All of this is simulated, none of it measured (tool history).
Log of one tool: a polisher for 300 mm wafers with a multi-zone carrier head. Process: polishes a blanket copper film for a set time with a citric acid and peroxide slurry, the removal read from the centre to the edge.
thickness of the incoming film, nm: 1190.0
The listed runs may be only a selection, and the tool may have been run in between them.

run    day  flow of slurry (ml/min)  pressure of the head's centre zone  pressure of the head's middle zone  pressure of the head's edge zone  abrasive content of the slurry  polishing time (s)  film removed at the wafer's centre (Å)  film removed at mid-radius (Å)  film removed at the wafer's edge (Å)
  1  0.000                      140                                1.00                                1.00                              1.00                            1.00                  83                                  2234.5                          2217.9                                2276.4
  2  0.271                      150                                1.02                                1.01                              0.98                            0.95                  83                                  2279.8                          2213.5                                2258.2
  3  0.325                      160                                1.04                                1.03                              0.96                            0.95                  83                                  2343.4                          2305.9                                2180.5
  4  0.392                      160                                1.04                                1.03                              0.96                            1.15                  83                                  2447.3                          2384.6                                2301.4
  5  0.504                      165                                1.05                                1.03                              0.95                            1.15                  83                                  2437.9                          2376.4                                2308.9
  6  0.662                      150                                1.05                                1.03                              0.95                            1.15                  83                                  2421.0                          2399.0                                2204.5

Estimate the outcome of run 7 from the log above:
  7  1.033                      155                                1.06                                1.03                              0.95                            1.15                  83                                       ?                               ?                                     ?

film removed at the wafer's centre (Å): 2456.7
film removed at mid-radius (Å): 2400.6
film removed at the wafer's edge (Å): 2242.7

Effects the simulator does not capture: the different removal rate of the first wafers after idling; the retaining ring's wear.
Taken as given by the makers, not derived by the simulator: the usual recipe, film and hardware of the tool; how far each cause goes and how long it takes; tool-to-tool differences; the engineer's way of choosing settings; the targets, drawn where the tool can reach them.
